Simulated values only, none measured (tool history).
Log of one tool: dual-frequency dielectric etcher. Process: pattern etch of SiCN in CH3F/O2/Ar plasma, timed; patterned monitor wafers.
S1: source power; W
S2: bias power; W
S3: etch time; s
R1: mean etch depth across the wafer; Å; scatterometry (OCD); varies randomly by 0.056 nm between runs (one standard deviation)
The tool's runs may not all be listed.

run	day	S1	S2	S3	R1
1	0.000	340	105	89.5	364.08
2	0.321	300	91	89.5	324.10
3	0.692	300	91	89.5	323.45
4	0.738	300	91	93.5	338.17
5	1.054	280	82	93.0	312.33
6	1.288	280	82	89.5	299.32
7	1.404	280	82	89.5	299.03
8	1.654	260	79	89.5	282.20
9	1.833	250	79	89.5	275.81

Estimate the outcome of run 10 from the log above:
10	2.096	250	79	89.5	?

{"run 10": {"R1": 275.09}}

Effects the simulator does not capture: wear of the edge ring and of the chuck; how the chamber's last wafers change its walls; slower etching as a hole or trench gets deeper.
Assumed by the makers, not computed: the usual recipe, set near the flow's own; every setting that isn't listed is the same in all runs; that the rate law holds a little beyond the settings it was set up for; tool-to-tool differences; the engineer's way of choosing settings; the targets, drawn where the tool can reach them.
